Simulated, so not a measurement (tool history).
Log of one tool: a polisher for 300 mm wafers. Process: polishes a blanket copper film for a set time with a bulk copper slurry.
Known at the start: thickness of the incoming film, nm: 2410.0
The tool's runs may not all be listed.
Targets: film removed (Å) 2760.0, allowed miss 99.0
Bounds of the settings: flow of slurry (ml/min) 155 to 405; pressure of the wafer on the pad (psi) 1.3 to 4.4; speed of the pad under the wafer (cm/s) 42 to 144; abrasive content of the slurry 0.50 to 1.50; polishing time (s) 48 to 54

| run | hour | flow of slurry (ml/min) | pressure of the wafer on the pad (psi) | speed of the pad under the wafer (cm/s) | abrasive content of the slurry | polishing time (s) | film removed (Å) |
|---|---|---|---|---|---|---|---|
| 1 | 0.0 | 260 | 2.8 | 92 | 1.00 | 54 | 4433.7 |
| 2 | 1.8 | 260 | 2.8 | 92 | 1.00 | 54 | 4368.4 |
| 3 | 9.0 | 295 | 2.8 | 92 | 1.00 | 54 | 4447.4 |
| 4 | 14.2 | 295 | 2.8 | 92 | 1.00 | 54 | 4437.6 |
| 5 | 23.1 | 295 | 2.8 | 92 | 0.80 | 54 | 4184.0 |
| 6 | 25.6 | 295 | 2.7 | 92 | 0.80 | 54 | 3985.4 |
| 7 | 29.0 | 295 | 2.6 | 92 | 0.80 | 54 | 3974.8 |
| 8 | 36.5 | 295 | 2.4 | 92 | 0.80 | 54 | 3641.4 |
| 9 | 42.4 | 295 | 2.3 | 92 | 0.80 | 54 | 3403.8 |
| 10 | 51.0 | 295 | 2.2 | 92 | 0.80 | 54 | 3327.6 |
| 11 | 53.7 | 295 | 2.1 | 92 | 0.80 | 54 | 3228.2 |
| 12 | 57.0 | 295 | 2.0 | 92 | 0.80 | 54 | 3018.4 |
| 13 | 60.5 | 295 | 1.9 | 92 | 0.80 | 54 | 2895.0 |

Which of these 4 next moves meets every target?
| A | 64.0 | 310 | 1.9 | 86 | 1.15 | 50 | ? |
| B | 64.0 | 310 | 2.3 | 82 | 0.65 | 54 | ? |
| C | 64.0 | 305 | 1.7 | 100 | 0.90 | 54 | ? |
| D | 64.0 | 245 | 1.9 | 106 | 1.00 | 48 | ? |

| move | film removed (Å) |
|---|---|
| A | 2795.1 |
| B | 2995.7 |
| C | 2964.5 |
| D | 3111.1 |
A: meets every target
B: further off than the last run
C: further off than the last run
D: further off than the last run
Move A is the one to make.
